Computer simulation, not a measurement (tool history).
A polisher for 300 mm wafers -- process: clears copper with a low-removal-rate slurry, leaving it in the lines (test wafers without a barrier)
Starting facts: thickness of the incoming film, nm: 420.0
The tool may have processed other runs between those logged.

run  hour  flow of slurry (ml/min)  pressure of the wafer on the pad (psi)  speed of the pad under the wafer (cm/s)  abrasive content of the slurry  overpolish time after the end point (s)  time until the end point was called (s)  dishing of a wide line in a test structure (Å)
  1     0                      305                                     3.2                                      108                               1                                       17                                   120.99                                          397.78
  2   8.2                      305                                     3.2                                      108                             0.8                                       17                                    126.9                                          395.93
  3  11.9                      305                                     3.1                                      110                             0.9                                       16                                   126.71                                          389.32
  4  12.6                      305                                     3.1                                      110                            1.05                                       16                                   121.08                                          392.03
  5  21.5                      290                                     3.3                                      104                             1.1                                       15                                   118.02                                          357.82
  6    25                      280                                     3.5                                       98                            1.15                                       14                                   123.09                                          350.31
  7  25.8                      300                                     3.3                                      102                             1.2                                       13                                   120.09                                          324.71
  8  33.2                      300                                     3.3                                      102                             1.2                                       13                                   122.72                                          319.57
  9  35.3                      320                                     3.2                                      104                            1.25                                       12                                   122.95                                          296.07
 10  43.9                      335                                     3.1                                      108                             1.3                                       11                                   121.39                                           280.2
 11  44.9                      350                                       3                                      112                             1.3                                       10                                   119.02                                          254.77
 12  47.9                      365                                     2.9                                      116                             1.3                                        9                                   121.11                                           236.2

What does the tool deliver on the next run?
 13  51.2                      375                                     2.8                                      120                             1.3                                        9                                        ?                                               ?

time until the end point was called (s): 124
dishing of a wide line in a test structure (Å): 230.55
